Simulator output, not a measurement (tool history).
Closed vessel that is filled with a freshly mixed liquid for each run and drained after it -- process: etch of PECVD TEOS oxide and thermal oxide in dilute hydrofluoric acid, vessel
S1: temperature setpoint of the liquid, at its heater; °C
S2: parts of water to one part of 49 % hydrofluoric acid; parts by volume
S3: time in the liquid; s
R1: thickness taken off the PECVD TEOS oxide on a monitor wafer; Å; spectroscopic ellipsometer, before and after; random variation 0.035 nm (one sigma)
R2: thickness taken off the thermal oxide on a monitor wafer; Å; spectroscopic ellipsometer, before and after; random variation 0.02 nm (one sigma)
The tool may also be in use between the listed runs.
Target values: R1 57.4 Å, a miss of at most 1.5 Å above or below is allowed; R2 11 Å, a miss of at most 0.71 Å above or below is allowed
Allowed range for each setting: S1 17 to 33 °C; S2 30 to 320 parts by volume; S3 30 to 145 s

| run | hour | S1 | S2 | S3 | R1 | R2 |
|---|---|---|---|---|---|---|
| 1 | 0 | 25 | 175 | 75 | 102.92 | 19.922 |
| 2 | 4.8 | 23 | 190 | 75 | 86.486 | 16.173 |
| 3 | 7.2 | 22 | 205 | 75 | 74.908 | 14.46 |
| 4 | 11 | 22 | 205 | 100 | 100.37 | 19.166 |
| 5 | 15.5 | 20.5 | 220 | 100 | 86.469 | 16.519 |
| 6 | 17.3 | 19.5 | 230 | 100 | 80.138 | 14.724 |
| 7 | 26.3 | 19.5 | 245 | 100 | 73.914 | 14.028 |
| 8 | 32.8 | 19 | 255 | 100 | 68.298 | 13.455 |
| 9 | 37 | 18.5 | 260 | 100 | 65.957 | 12.871 |
| 10 | 41.3 | 18 | 265 | 100 | 63.066 | 12.31 |
| 11 | 46.4 | 17.5 | 270 | 100 | 60.428 | 11.353 |
| 12 | 47.3 | 17.5 | 275 | 100 | 58.936 | 11.256 |
| 13 | 49.5 | 17.5 | 275 | 100 | 58.712 | 10.995 |
| 14 | 50.8 | 18 | 280 | 100 | 59.506 | 10.97 |

Which one of the following 4 next-run settings gets every result inside its allowed miss? There is exactly one.
| A | 52.1 | 17 | 220 | 80 | ? | ? |
| B | 52.1 | 18.5 | 255 | 85 | ? | ? |
| C | 52.1 | 18 | 255 | 95 | ? | ? |
| D | 52.1 | 20 | 250 | 85 | ? | ? |

| move | R1 | R2 |
|---|---|---|
| A | 61.65 | 11.654 |
| B | 58.044 | 10.972 |
| C | 63.646 | 12.031 |
| D | 62.947 | 11.899 |
A: its largest miss is bigger than the last run's
B: every result within its allowed miss
C: its largest miss is bigger than the last run's
D: its largest miss is bigger than the last run's
Go with B: it meets all targets.
